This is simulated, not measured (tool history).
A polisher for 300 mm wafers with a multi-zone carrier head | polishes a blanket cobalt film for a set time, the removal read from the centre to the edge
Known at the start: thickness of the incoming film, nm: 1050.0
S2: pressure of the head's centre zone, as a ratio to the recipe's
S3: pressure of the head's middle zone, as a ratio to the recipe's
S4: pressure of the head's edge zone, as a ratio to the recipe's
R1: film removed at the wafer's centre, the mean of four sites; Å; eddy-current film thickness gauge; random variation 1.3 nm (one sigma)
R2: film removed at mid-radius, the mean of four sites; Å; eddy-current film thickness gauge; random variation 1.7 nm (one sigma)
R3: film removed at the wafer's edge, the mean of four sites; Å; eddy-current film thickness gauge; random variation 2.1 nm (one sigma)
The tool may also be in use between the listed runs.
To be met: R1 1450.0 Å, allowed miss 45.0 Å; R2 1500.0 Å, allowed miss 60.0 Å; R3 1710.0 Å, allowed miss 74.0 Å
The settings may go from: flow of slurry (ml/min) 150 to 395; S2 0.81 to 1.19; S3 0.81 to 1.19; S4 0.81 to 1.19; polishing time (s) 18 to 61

{"run": 1, "day": 0.0, "flow of slurry (ml/min)": 250, "S2": 1.0, "S3": 1.0, "S4": 1.0, "polishing time (s)": 39, "R1": 1514.4, "R2": 1528.7, "R3": 1493.1}
{"run": 2, "day": 0.296, "flow of slurry (ml/min)": 245, "S2": 0.97, "S3": 0.98, "S4": 1.05, "polishing time (s)": 40, "R1": 1545.4, "R2": 1563.8, "R3": 1605.1}
{"run": 3, "day": 0.596, "flow of slurry (ml/min)": 245, "S2": 0.97, "S3": 0.98, "S4": 1.05, "polishing time (s)": 49, "R1": 1849.7, "R2": 1943.8, "R3": 1972.1}
{"run": 4, "day": 0.958, "flow of slurry (ml/min)": 245, "S2": 0.97, "S3": 1.03, "S4": 1.05, "polishing time (s)": 49, "R1": 1864.7, "R2": 2011.5, "R3": 1901.2}
{"run": 5, "day": 1.279, "flow of slurry (ml/min)": 245, "S2": 0.97, "S3": 1.11, "S4": 1.05, "polishing time (s)": 49, "R1": 1871.9, "R2": 2112.3, "R3": 1939.4}
{"run": 6, "day": 1.642, "flow of slurry (ml/min)": 245, "S2": 0.97, "S3": 1.11, "S4": 1.1, "polishing time (s)": 49, "R1": 1859.1, "R2": 2118.1, "R3": 2003.1}
{"run": 7, "day": 1.958, "flow of slurry (ml/min)": 235, "S2": 0.95, "S3": 1.03, "S4": 1.1, "polishing time (s)": 47, "R1": 1738.8, "R2": 1900.9, "R3": 1939.1}
{"run": 8, "day": 2.112, "flow of slurry (ml/min)": 225, "S2": 0.93, "S3": 0.98, "S4": 1.08, "polishing time (s)": 45, "R1": 1648.1, "R2": 1722.6, "R3": 1815.8}
{"day": 2.179, "done": "worn pad replaced by a new one"}
{"run": 9, "day": 2.179, "flow of slurry (ml/min)": 215, "S2": 0.9, "S3": 0.96, "S4": 1.08, "polishing time (s)": 44, "R1": 1748.3, "R2": 1870.3, "R3": 1961.4}
{"run": 10, "day": 2.438, "flow of slurry (ml/min)": 235, "S2": 0.92, "S3": 0.97, "S4": 1.12, "polishing time (s)": 43, "R1": 1737.7, "R2": 1845.0, "R3": 1944.7}
{"run": 11, "day": 2.8, "flow of slurry (ml/min)": 225, "S2": 0.84, "S3": 0.87, "S4": 1.07, "polishing time (s)": 38, "R1": 1412.3, "R2": 1450.2, "R3": 1686.0}

Which of these 4 next moves meets every target?
{"run": "A", "day": 3.162, "flow of slurry (ml/min)": 190, "S2": 0.81, "S3": 0.85, "S4": 1.13, "polishing time (s)": 39, "R1": "?", "R2": "?", "R3": "?"}
{"run": "B", "day": 3.162, "flow of slurry (ml/min)": 235, "S2": 0.93, "S3": 0.88, "S4": 1.02, "polishing time (s)": 36, "R1": "?", "R2": "?", "R3": "?"}
{"run": "C", "day": 3.162, "flow of slurry (ml/min)": 240, "S2": 0.88, "S3": 0.81, "S4": 1.16, "polishing time (s)": 37, "R1": "?", "R2": "?", "R3": "?"}
{"run": "D", "day": 3.162, "flow of slurry (ml/min)": 235, "S2": 0.86, "S3": 0.88, "S4": 1.07, "polishing time (s)": 38, "R1": "?", "R2": "?", "R3": "?"}

move=A R1=1382.6 R2=1482.3 R3=1715.6
move=B R1=1478.8 R2=1442.3 R3=1531.8
move=C R1=1451.3 R2=1388.0 R3=1684.0
move=D R1=1458.1 R2=1522.8 R3=1655.5
A: further off than the last run
B: brings the result that was furthest off to its target, and leaves another outside
C: brings the result that was furthest off to its target, and leaves another outside
D: meets every target
Answer: D

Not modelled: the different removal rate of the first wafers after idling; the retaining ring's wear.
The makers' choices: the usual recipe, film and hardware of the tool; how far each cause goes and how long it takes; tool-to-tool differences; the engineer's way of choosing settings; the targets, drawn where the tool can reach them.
